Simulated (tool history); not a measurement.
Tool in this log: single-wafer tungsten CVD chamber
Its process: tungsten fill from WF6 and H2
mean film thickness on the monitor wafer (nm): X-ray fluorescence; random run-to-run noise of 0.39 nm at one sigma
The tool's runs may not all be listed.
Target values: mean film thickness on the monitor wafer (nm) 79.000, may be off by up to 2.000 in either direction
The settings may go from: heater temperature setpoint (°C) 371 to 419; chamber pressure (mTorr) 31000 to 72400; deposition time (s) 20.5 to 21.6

| run | day | heater temperature setpoint (°C) | chamber pressure (mTorr) | deposition time (s) | mean film thickness on the monitor wafer (nm) |
|---|---|---|---|---|---|
| 1 | 0.000 | 395 | 51700 | 21.6 | 70.255 |
| 2 | 0.062 | 397 | 51900 | 21.6 | 73.747 |
| 3 | 0.133 | 405 | 51900 | 21.6 | 84.375 |
| 4 | 0.175 | 399 | 51900 | 21.6 | 75.700 |
| 5 | 0.333 | 393 | 51900 | 21.6 | 68.169 |
| 6 | 0.588 | 393 | 45700 | 21.6 | 64.636 |
| 7 | 0.958 | 397 | 46000 | 21.6 | 69.733 |
| 8 | 1.138 | 405 | 46600 | 21.6 | 81.023 |

Which of these 5 next moves meets every target?
| A | 1.317 | 406 | 46700 | 21.6 | ? |
| B | 1.317 | 414 | 35100 | 21.6 | ? |
| C | 1.317 | 407 | 48000 | 21.6 | ? |
| D | 1.317 | 405 | 57100 | 20.5 | ? |
| E | 1.317 | 400 | 54200 | 21.6 | ? |

| move | mean film thickness on the monitor wafer (nm) |
|---|---|
| A | 82.650 |
| B | 84.074 |
| C | 85.119 |
| D | 83.773 |
| E | 78.926 |
A: further off than the last run
B: further off than the last run
C: further off than the last run
D: further off than the last run
E: all results in spec
Answer: E
